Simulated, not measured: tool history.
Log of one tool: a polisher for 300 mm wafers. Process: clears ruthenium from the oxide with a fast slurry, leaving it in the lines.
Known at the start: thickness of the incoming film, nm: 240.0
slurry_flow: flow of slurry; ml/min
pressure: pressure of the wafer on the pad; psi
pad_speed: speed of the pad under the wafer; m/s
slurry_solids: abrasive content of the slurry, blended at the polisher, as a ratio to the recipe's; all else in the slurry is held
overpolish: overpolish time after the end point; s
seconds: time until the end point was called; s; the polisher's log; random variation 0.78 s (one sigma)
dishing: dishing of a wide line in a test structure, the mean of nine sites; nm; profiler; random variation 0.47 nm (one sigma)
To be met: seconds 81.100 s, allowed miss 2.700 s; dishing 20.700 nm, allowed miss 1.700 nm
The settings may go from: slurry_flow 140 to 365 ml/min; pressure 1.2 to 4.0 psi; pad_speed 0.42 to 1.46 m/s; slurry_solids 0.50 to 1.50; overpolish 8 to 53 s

run,day,slurry_flow,pressure,pad_speed,slurry_solids,overpolish,seconds,dishing
1,0.000,235,2.6,0.94,1.00,27,63.213,53.116
2,0.358,285,2.6,0.94,1.00,27,62.687,55.254
3,0.500,255,2.5,0.94,1.00,23,64.285,47.931
4,0.692,230,2.3,0.94,1.00,20,67.845,41.750
5,0.871,175,2.3,0.94,1.00,20,72.421,39.734
6,1.071,175,2.3,0.94,1.00,12,71.224,27.355
7,1.154,175,2.3,0.94,1.00,12,71.546,26.117
8,1.388,175,2.2,0.94,1.00,11,72.922,25.128
9,1.417,175,2.1,0.94,1.00,10,74.136,22.611
10,1.567,170,2.0,0.94,1.00,10,76.823,21.358
11,1.846,165,2.0,0.94,1.00,10,78.470,21.195
12,2.029,160,2.0,0.94,1.00,10,77.396,21.331

Which of these 5 next moves meets every target?
A,2.212,150,2.3,0.94,0.95,11,?,?
B,2.212,155,1.5,1.00,1.15,10,?,?
C,2.212,190,2.6,1.02,0.75,10,?,?
D,2.212,140,1.6,1.06,0.90,12,?,?
E,2.212,140,1.8,1.08,0.95,12,?,?

move,seconds,dishing
A,75.659,23.983
B,81.723,20.619
C,69.067,23.897
D,84.627,23.468
E,76.622,25.570
A: further off than the last run
B: meets every target
C: further off than the last run
D: takes the result that was furthest off past its target
E: further off than the last run
Move B is the one to make.
